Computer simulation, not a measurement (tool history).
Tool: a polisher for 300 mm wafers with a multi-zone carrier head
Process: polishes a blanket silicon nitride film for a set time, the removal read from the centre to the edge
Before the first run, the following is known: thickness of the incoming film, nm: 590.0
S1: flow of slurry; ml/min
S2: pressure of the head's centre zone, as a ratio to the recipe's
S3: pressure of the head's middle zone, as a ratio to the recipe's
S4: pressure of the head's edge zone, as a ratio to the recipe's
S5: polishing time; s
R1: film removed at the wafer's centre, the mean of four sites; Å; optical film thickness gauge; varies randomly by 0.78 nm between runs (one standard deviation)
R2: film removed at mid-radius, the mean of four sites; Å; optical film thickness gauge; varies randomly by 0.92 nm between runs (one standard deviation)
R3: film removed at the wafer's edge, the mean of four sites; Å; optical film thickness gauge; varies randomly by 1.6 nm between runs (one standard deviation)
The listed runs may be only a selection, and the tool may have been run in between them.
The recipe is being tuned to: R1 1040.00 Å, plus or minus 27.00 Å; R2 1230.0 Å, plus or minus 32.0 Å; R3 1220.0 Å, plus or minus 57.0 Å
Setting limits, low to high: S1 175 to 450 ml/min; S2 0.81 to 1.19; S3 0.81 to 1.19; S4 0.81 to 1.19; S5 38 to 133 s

run 1 day=0.000 | S1=290 S2=1.00 S3=1.00 S4=1.00 S5=85 | R1=1173.10 R2=1160.5 R3=1133.7
run 2 day=0.079 | S1=290 S2=1.00 S3=1.00 S4=1.00 S5=105 | R1=1456.00 R2=1419.2 R3=1418.9
run 3 day=0.350 | S1=225 S2=1.00 S3=1.00 S4=1.00 S5=105 | R1=1390.30 R2=1399.0 R3=1384.4
run 4 day=0.575 | S1=225 S2=0.97 S3=1.00 S4=1.00 S5=105 | R1=1383.10 R2=1393.2 R3=1348.7
run 5 day=0.746 | S1=225 S2=0.97 S3=1.00 S4=1.04 S5=105 | R1=1382.20 R2=1396.9 R3=1387.9
run 6 day=0.771 | S1=210 S2=0.93 S3=1.01 S4=1.08 S5=101 | R1=1266.60 R2=1362.9 R3=1367.5
run 7 day=0.825 | S1=205 S2=0.90 S3=1.00 S4=1.08 S5=99 | R1=1198.40 R2=1306.1 R3=1329.7
run 8 day=1.142 | S1=200 S2=0.88 S3=1.00 S4=1.07 S5=98 | R1=1176.20 R2=1295.7 R3=1290.6
run 9 day=1.338 | S1=195 S2=0.81 S3=1.01 S4=1.11 S5=92 | R1=1012.10 R2=1222.3 R3=1245.7

Consider the 5 candidate settings below. Which is the only one whose results all fall within their allowed miss of target?
run A day=1.533 | S1=205 S2=0.81 S3=0.96 S4=1.01 S5=91 | R1=? R2=? R3=?
run B day=1.533 | S1=180 S2=0.81 S3=1.05 S4=1.10 S5=91 | R1=? R2=? R3=?
run C day=1.533 | S1=195 S2=0.83 S3=1.00 S4=1.04 S5=94 | R1=? R2=? R3=?
run D day=1.533 | S1=255 S2=0.85 S3=0.94 S4=1.14 S5=92 | R1=? R2=? R3=?
run E day=1.533 | S1=175 S2=0.85 S3=0.95 S4=1.07 S5=93 | R1=? R2=? R3=?

move=A R1=1006.60 R2=1144.5 R3=1190.0
move=B R1=991.93 R2=1217.4 R3=1227.3
move=C R1=1057.20 R2=1217.0 R3=1241.5
move=D R1=1088.10 R2=1160.6 R3=1299.0
move=E R1=1054.70 R2=1139.7 R3=1235.7
A: its largest miss is bigger than the last run's
B: its largest miss is bigger than the last run's
C: every result lands within tolerance
D: carries the result that was furthest off beyond its target, to the other side
E: brings the last run's worst result on target, with another outside its allowed miss
Go with C: it meets all targets.

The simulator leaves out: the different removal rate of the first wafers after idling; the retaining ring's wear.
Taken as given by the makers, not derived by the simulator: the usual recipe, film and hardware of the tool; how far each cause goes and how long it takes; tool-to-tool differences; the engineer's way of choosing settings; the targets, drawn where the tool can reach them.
